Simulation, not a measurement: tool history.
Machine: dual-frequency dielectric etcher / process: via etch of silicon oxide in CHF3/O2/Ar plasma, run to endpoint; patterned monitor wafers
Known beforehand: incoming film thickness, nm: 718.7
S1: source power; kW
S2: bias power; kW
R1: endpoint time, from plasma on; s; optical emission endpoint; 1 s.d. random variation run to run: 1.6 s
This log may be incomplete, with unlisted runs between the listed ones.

run 1 hour=0.0 | S1=0.580 S2=0.142 | R1=420.77
run 2 hour=8.8 | S1=0.480 S2=0.142 | R1=461.36
run 3 hour=14.5 | S1=0.540 S2=0.142 | R1=435.82
run 4 hour=18.8 | S1=0.540 S2=0.121 | R1=461.19
run 5 hour=27.1 | S1=0.610 S2=0.123 | R1=433.07
run 6 hour=31.6 | S1=0.660 S2=0.124 | R1=415.21
run 7 hour=33.4 | S1=0.700 S2=0.125 | R1=407.25
run 8 hour=34.4 | S1=0.730 S2=0.128 | R1=391.29

The next listed run, before its measurement:
-- hour=41.8 bias power generator calibrated
run 9 hour=41.8 | S1=0.750 S2=0.128 | R1=?

Run 9 yielded R1 382.48 s.

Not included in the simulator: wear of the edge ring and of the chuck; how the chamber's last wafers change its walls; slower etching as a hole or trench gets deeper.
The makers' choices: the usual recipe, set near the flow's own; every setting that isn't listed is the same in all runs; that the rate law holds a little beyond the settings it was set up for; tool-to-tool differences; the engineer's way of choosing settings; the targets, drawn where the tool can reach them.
